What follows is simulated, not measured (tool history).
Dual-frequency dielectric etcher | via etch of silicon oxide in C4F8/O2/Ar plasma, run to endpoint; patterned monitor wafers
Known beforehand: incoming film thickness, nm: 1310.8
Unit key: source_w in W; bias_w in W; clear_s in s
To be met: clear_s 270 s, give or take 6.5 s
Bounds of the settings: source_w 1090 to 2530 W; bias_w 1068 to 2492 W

Run 1, hour 0: source_w 1810 W, bias_w 1780 W. Result: clear_s 305.49 s.
Run 2, hour 1.5: source_w 1810 W, bias_w 2010 W. Result: clear_s 298.62 s.
Run 3, hour 4.6: source_w 1870 W, bias_w 2030 W. Result: clear_s 292.66 s.
Run 4, hour 8.2: source_w 1910 W, bias_w 2044 W. Result: clear_s 289.38 s.
Run 5, hour 16.8: source_w 1650 W, bias_w 2044 W. Result: clear_s 309.26 s.
Run 6, hour 18: source_w 1720 W, bias_w 2065 W. Result: clear_s 303.64 s.
Run 7, hour 20.3: source_w 1780 W, bias_w 2082 W. Result: clear_s 299.8 s.
Run 8, hour 23.1: source_w 1840 W, bias_w 2098 W. Result: clear_s 292.72 s.
Run 9, hour 25.8: source_w 1880 W, bias_w 2110 W. Result: clear_s 290.04 s.

Below are 5 possible settings for the next run. Only one of them brings all results inside the allowed miss of their targets. Which is it?
Run A, hour 28.5: source_w 2090 W, bias_w 1758 W. Result: clear_s ?.
Run B, hour 28.5: source_w 2010 W, bias_w 1882 W. Result: clear_s ?.
Run C, hour 28.5: source_w 1740 W, bias_w 1960 W. Result: clear_s ?.
Run D, hour 28.5: source_w 2100 W, bias_w 2268 W. Result: clear_s ?.
Run E, hour 28.5: source_w 2340 W, bias_w 2159 W. Result: clear_s ?.

move  clear_s
   A   286.81
   B   288.19
   C   306.72
   D    270.9
   E   260.19
A: nearer than the last run, and not there yet
B: nearer than the last run, and not there yet
C: the biggest miss grows against the last run
D: in spec on every target
E: takes the result that was furthest off past its target
D is the move that brings every result within its allowed miss.
